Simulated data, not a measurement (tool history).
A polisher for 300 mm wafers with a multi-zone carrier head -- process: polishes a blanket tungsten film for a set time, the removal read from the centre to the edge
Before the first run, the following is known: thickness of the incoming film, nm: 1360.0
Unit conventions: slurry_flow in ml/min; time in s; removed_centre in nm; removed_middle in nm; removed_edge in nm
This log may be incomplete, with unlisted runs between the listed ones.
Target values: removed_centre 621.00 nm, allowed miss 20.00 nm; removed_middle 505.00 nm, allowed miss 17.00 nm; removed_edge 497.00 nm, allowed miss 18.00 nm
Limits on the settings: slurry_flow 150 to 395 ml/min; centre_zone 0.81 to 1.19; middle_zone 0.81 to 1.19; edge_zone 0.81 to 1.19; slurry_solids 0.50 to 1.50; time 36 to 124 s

Run 1, hour 0.0: slurry_flow 250 ml/min, centre_zone 1.00, middle_zone 1.00, edge_zone 1.00, slurry_solids 1.00, time 79 s. Result: removed_centre 461.25 nm, removed_middle 445.52 nm, removed_edge 448.53 nm.
Run 2, hour 6.9: slurry_flow 310 ml/min, centre_zone 1.00, middle_zone 1.00, edge_zone 1.00, slurry_solids 1.00, time 79 s. Result: removed_centre 466.09 nm, removed_middle 466.89 nm, removed_edge 456.61 nm.
Run 3, hour 10.0: slurry_flow 310 ml/min, centre_zone 1.00, middle_zone 0.97, edge_zone 1.00, slurry_solids 1.00, time 79 s. Result: removed_centre 472.39 nm, removed_middle 445.77 nm, removed_edge 461.35 nm.
Run 4, hour 11.0: slurry_flow 310 ml/min, centre_zone 1.00, middle_zone 0.97, edge_zone 1.00, slurry_solids 1.00, time 66 s. Result: removed_centre 395.53 nm, removed_middle 378.01 nm, removed_edge 381.74 nm.
Run 5, hour 12.9: slurry_flow 310 ml/min, centre_zone 1.00, middle_zone 0.97, edge_zone 1.00, slurry_solids 1.00, time 84 s. Result: removed_centre 499.25 nm, removed_middle 478.76 nm, removed_edge 484.02 nm.
Run 6, hour 15.0: slurry_flow 310 ml/min, centre_zone 1.00, middle_zone 0.97, edge_zone 1.00, slurry_solids 0.85, time 84 s. Result: removed_centre 480.94 nm, removed_middle 457.74 nm, removed_edge 461.49 nm.
Run 7, hour 20.7: slurry_flow 315 ml/min, centre_zone 1.06, middle_zone 0.98, edge_zone 1.00, slurry_solids 0.90, time 84 s. Result: removed_centre 522.02 nm, removed_middle 459.37 nm, removed_edge 469.51 nm.
Run 8, hour 22.7: slurry_flow 320 ml/min, centre_zone 1.10, middle_zone 1.00, edge_zone 1.00, slurry_solids 0.95, time 84 s. Result: removed_centre 552.25 nm, removed_middle 485.11 nm, removed_edge 485.48 nm.
Run 9, hour 23.7: slurry_flow 325 ml/min, centre_zone 1.13, middle_zone 1.01, edge_zone 1.00, slurry_solids 0.95, time 84 s. Result: removed_centre 561.11 nm, removed_middle 486.57 nm, removed_edge 478.47 nm.
Run 10, hour 25.3: slurry_flow 330 ml/min, centre_zone 1.15, middle_zone 1.01, edge_zone 0.99, slurry_solids 1.00, time 84 s. Result: removed_centre 585.87 nm, removed_middle 496.13 nm, removed_edge 484.24 nm.
Run 11, hour 28.0: slurry_flow 335 ml/min, centre_zone 1.16, middle_zone 1.01, edge_zone 1.00, slurry_solids 1.00, time 84 s. Result: removed_centre 587.72 nm, removed_middle 498.66 nm, removed_edge 482.38 nm.
Run 12, hour 31.5: slurry_flow 335 ml/min, centre_zone 1.17, middle_zone 1.00, edge_zone 1.00, slurry_solids 1.00, time 84 s. Result: removed_centre 583.55 nm, removed_middle 493.42 nm, removed_edge 491.12 nm.

Exactly one of the 4 candidate moves below puts every result within its allowed miss. Which one?
Run A, hour 35.0: slurry_flow 370 ml/min, centre_zone 1.19, middle_zone 0.96, edge_zone 1.03, slurry_solids 1.05, time 82 s. Result: removed_centre ?, removed_middle ?, removed_edge ?.
Run B, hour 35.0: slurry_flow 260 ml/min, centre_zone 1.19, middle_zone 0.91, edge_zone 0.94, slurry_solids 0.80, time 95 s. Result: removed_centre ?, removed_middle ?, removed_edge ?.
Run C, hour 35.0: slurry_flow 360 ml/min, centre_zone 1.19, middle_zone 1.02, edge_zone 0.84, slurry_solids 0.90, time 88 s. Result: removed_centre ?, removed_middle ?, removed_edge ?.
Run D, hour 35.0: slurry_flow 385 ml/min, centre_zone 1.19, middle_zone 1.01, edge_zone 0.98, slurry_solids 0.85, time 89 s. Result: removed_centre ?, removed_middle ?, removed_edge ?.

move  removed_centre  removed_middle  removed_edge
   A          602.88          480.59        491.95
   B          620.17          474.68        490.62
   C          617.50          518.08        457.92
   D          617.82          513.72        491.14
A: corrects the largest miss of the last run, while another result sits out of spec
B: corrects the largest miss of the last run, while another result sits out of spec
C: corrects the largest miss of the last run, while another result sits out of spec
D: meets every target
D meets every target.
